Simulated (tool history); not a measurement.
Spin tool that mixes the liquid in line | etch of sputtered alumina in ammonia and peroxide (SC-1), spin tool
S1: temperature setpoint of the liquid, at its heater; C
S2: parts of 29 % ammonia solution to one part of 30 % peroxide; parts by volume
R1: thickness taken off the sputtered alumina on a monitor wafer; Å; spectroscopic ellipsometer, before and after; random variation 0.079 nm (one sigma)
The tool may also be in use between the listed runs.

Run 1, hour 0.0: S1 60.0 C, S2 0.7 parts by volume, time under the liquid (s) 230. Result: R1 173.69 Å.
Run 2, hour 6.8: S1 58.5 C, S2 0.7 parts by volume, time under the liquid (s) 230. Result: R1 161.35 Å.
Run 3, hour 12.7: S1 61.5 C, S2 0.7 parts by volume, time under the liquid (s) 230. Result: R1 188.93 Å.
Run 4, hour 19.9: S1 59.0 C, S2 0.7 parts by volume, time under the liquid (s) 230. Result: R1 166.20 Å.
Run 5, hour 20.8: S1 57.5 C, S2 0.7 parts by volume, time under the liquid (s) 230. Result: R1 152.86 Å.
Run 6, hour 23.9: S1 56.5 C, S2 0.7 parts by volume, time under the liquid (s) 230. Result: R1 144.07 Å.
Run 7, hour 29.7: S1 56.0 C, S2 0.7 parts by volume, time under the liquid (s) 230. Result: R1 142.55 Å.
Run 8, hour 35.1: S1 55.5 C, S2 0.7 parts by volume, time under the liquid (s) 230. Result: R1 138.50 Å.
Run 9, hour 39.2: S1 55.5 C, S2 0.7 parts by volume, time under the liquid (s) 230. Result: R1 136.78 Å.
Run 10, hour 48.0: S1 55.0 C, S2 0.7 parts by volume, time under the liquid (s) 230. Result: R1 133.44 Å.

Forecast run 11:
Run 11, hour 53.1: S1 54.5 C, S2 0.7 parts by volume, time under the liquid (s) 230. Result: R1 ?.

Run 11 gave R1 132.71 Å.

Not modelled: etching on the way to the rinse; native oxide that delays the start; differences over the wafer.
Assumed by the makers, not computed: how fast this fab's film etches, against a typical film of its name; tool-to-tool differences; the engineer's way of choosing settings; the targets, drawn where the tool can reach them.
